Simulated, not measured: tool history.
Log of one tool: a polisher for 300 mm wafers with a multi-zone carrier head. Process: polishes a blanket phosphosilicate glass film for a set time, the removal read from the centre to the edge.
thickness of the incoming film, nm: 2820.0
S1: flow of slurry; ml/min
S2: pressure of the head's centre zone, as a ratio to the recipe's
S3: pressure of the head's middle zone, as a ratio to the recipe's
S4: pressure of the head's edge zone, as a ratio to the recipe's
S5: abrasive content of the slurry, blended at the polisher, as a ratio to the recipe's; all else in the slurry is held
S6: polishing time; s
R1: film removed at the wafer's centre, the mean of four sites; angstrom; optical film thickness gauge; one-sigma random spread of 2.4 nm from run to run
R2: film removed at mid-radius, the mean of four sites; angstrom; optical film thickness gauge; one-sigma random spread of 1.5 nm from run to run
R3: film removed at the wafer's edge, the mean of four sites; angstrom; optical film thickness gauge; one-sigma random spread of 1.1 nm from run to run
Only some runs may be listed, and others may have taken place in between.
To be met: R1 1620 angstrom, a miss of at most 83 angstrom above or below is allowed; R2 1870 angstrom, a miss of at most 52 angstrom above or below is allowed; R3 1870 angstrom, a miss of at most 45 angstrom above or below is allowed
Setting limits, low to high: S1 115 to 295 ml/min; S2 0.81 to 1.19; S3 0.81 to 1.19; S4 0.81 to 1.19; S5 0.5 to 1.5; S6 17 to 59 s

run 1 hour=0 | S1=190 S2=1 S3=1 S4=1 S5=1 S6=38 | R1=2170.8 R2=2172 R3=2130.4
run 2 hour=4.8 | S1=175 S2=1 S3=1 S4=1 S5=1 S6=38 | R1=2229.3 R2=2170.7 R3=2129.6
run 3 hour=11.3 | S1=180 S2=0.98 S3=0.99 S4=0.99 S5=1 S6=38 | R1=2157.1 R2=2151.5 R3=2123.8
run 4 hour=18.3 | S1=185 S2=0.96 S3=0.99 S4=0.98 S5=0.95 S6=38 | R1=2075.2 R2=2062 R3=2044.7
run 5 hour=20.8 | S1=190 S2=0.94 S3=1 S4=0.99 S5=0.95 S6=38 | R1=2066.4 R2=2099.1 R3=2066.8
-- hour=22.7 worn pad replaced by a new one
run 6 hour=22.7 | S1=190 S2=0.94 S3=0.93 S4=0.99 S5=0.95 S6=38 | R1=2320.3 R2=2237.7 R3=2354.7
run 7 hour=27 | S1=185 S2=0.93 S3=0.94 S4=1 S5=0.95 S6=38 | R1=2295.3 R2=2277.8 R3=2369
run 8 hour=28.8 | S1=180 S2=0.92 S3=0.95 S4=1 S5=0.9 S6=38 | R1=2174.1 R2=2215.5 R3=2288.6
run 9 hour=33.7 | S1=180 S2=0.91 S3=0.95 S4=0.99 S5=0.85 S6=38 | R1=2075.5 R2=2118.6 R3=2161.8
run 10 hour=41 | S1=175 S2=0.9 S3=0.95 S4=0.99 S5=0.8 S6=38 | R1=1939.5 R2=2018.1 R3=2050.3
run 11 hour=48.3 | S1=170 S2=0.89 S3=0.95 S4=0.99 S5=0.8 S6=38 | R1=1993.2 R2=2012 R3=2088
run 12 hour=50.7 | S1=170 S2=0.88 S3=0.96 S4=1 S5=0.8 S6=38 | R1=1899.5 R2=2028.2 R3=2074.7
run 13 hour=57.5 | S1=165 S2=0.88 S3=0.96 S4=1 S5=0.8 S6=38 | R1=1972.2 R2=2024.3 R3=2064.9
run 14 hour=66.5 | S1=170 S2=0.87 S3=0.96 S4=1 S5=0.8 S6=38 | R1=1915 R2=2019.7 R3=2088.5
run 15 hour=68.2 | S1=165 S2=0.86 S3=0.97 S4=1 S5=0.8 S6=38 | R1=1925.7 R2=2035.9 R3=2065.7
run 16 hour=69.5 | S1=175 S2=0.81 S3=1.01 S4=1.06 S5=0.55 S6=38 | R1=1263.1 R2=1492.4 R3=1505
run 17 hour=75.2 | S1=190 S2=0.81 S3=1 S4=1.04 S5=0.55 S6=38 | R1=1294.9 R2=1480.4 R3=1498.3

Exercise: of the 5 proposed moves below, exactly one satisfies all targets within the stated allowed misses. Which move is it?
run A hour=80.9 | S1=180 S2=0.95 S3=1.13 S4=0.87 S5=0.7 S6=36 | R1=? R2=? R3=?
run B hour=80.9 | S1=180 S2=0.93 S3=0.99 S4=1.01 S5=0.6 S6=40 | R1=? R2=? R3=?
run C hour=80.9 | S1=165 S2=0.89 S3=0.96 S4=1.1 S5=0.5 S6=33 | R1=? R2=? R3=?
run D hour=80.9 | S1=195 S2=0.81 S3=1.01 S4=1.06 S5=0.6 S6=43 | R1=? R2=? R3=?
run E hour=80.9 | S1=210 S2=0.98 S3=0.92 S4=0.95 S5=0.5 S6=34 | R1=? R2=? R3=?

move=A R1=1776.7 R2=1981.2 R3=1671.2
move=B R1=1675.5 R2=1692.8 R3=1717.1
move=C R1=1066 R2=1079.6 R3=1176.2
move=D R1=1677 R2=1869 R3=1903
move=E R1=1203.1 R2=1104.6 R3=1152.8
A: an improvement on the last run, though not all results are within tolerance
B: an improvement on the last run, though not all results are within tolerance
C: lands further from the targets than the last run did
D: all results land within tolerance of their targets
E: lands further from the targets than the last run did
D meets every target.

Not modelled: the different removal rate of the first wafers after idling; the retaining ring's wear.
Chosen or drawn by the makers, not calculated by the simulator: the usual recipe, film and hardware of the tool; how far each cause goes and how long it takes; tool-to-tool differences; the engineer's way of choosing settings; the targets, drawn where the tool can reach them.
